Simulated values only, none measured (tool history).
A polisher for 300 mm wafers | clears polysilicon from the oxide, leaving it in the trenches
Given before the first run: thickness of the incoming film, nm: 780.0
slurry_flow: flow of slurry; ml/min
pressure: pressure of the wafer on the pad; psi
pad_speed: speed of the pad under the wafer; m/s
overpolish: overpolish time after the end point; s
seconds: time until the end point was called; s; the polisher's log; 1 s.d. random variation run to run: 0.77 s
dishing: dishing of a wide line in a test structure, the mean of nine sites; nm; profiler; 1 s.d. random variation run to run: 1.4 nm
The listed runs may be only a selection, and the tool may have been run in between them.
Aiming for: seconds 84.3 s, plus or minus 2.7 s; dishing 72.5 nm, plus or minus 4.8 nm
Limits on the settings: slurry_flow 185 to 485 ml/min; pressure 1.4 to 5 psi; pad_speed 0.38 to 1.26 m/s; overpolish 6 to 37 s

run	hour	slurry_flow	pressure	pad_speed	overpolish	seconds	dishing
1	0	310	3.2	0.82	19	70.227	81.301
2	3.2	355	3.2	0.82	19	68.708	81.395
3	8.7	355	2.8	0.82	19	78.951	80.996
4	17.3	355	2.8	0.9	19	72.848	81.478
5	26	355	2.7	0.9	18	74.205	77.201
6	30.1	355	2.6	0.9	18	77.619	77.817
7	38.8	350	2.5	0.9	16	81.772	74.55
8	43.3	345	2.5	0.9	15	81.592	74.349
9	49.2	340	2.5	0.9	14	81.658	71.889
10	50.4	340	2.5	0.9	14	80.989	71.448

4 candidate next runs follow, results not yet known. Just one meets every target within its allowed miss. Identify it.
A	51.6	335	2.6	0.9	15	?	?
B	51.6	305	2.6	0.92	15	?	?
C	51.6	405	2.4	0.88	15	?	?
D	51.6	325	2.5	0.94	16	?	?

move	seconds	dishing
A	78.113	76.46
B	76.962	76.825
C	85.194	74.225
D	77.919	78.067
A: moves away from the targets compared with the last run
B: moves away from the targets compared with the last run
C: every result within its allowed miss
D: moves away from the targets compared with the last run
Correct choice: C, which meets every target
